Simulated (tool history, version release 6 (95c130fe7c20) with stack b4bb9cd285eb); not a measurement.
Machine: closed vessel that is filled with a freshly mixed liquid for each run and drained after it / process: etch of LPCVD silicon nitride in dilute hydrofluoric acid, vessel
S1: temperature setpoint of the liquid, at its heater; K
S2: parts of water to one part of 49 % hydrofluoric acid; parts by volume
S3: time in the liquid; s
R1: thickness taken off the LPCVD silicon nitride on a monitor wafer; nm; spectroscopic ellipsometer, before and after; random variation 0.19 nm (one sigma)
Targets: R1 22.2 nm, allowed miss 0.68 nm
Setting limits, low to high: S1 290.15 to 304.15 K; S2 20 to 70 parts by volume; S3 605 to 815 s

run  hour      S1  S2   S3      R1
  1     0  296.15  40  815  8.5029
  2   9.6  296.15  40  605  6.3992
  3  16.2  296.15  35  605  7.2596
  4  18.5  296.15  30  605  8.4271
  5  21.9  296.15  25  605  10.028
  6  28.3  298.65  25  660  12.883
  7  35.8  298.65  25  660  13.022
     44.9  -- thermometer replaced
  8  44.9  300.15  25  660  15.918
  9  51.7  301.15  25  660  16.809
 10    55  302.15  25  660  18.136
 11  60.1  302.65  25  660  18.617

5 next moves are on the table. One of them brings every result within its allowed miss. Which?
  A  65.2  302.15  20  710   ?
  B  65.2  301.65  20  675   ?
  C  65.2  300.65  20  775   ?
  D  65.2  301.65  20  630   ?
  E  65.2  302.65  30  645   ?

move      R1
   A  23.889
   B  21.971
   C    23.6
   D  20.506
   E  15.167
A: pushes the last run's worst result past its target
B: all results land within tolerance of their targets
C: pushes the last run's worst result past its target
D: gains on the last run, yet a result remains outside its allowed miss
E: the biggest miss grows against the last run
B is the move that brings every result within its allowed miss.
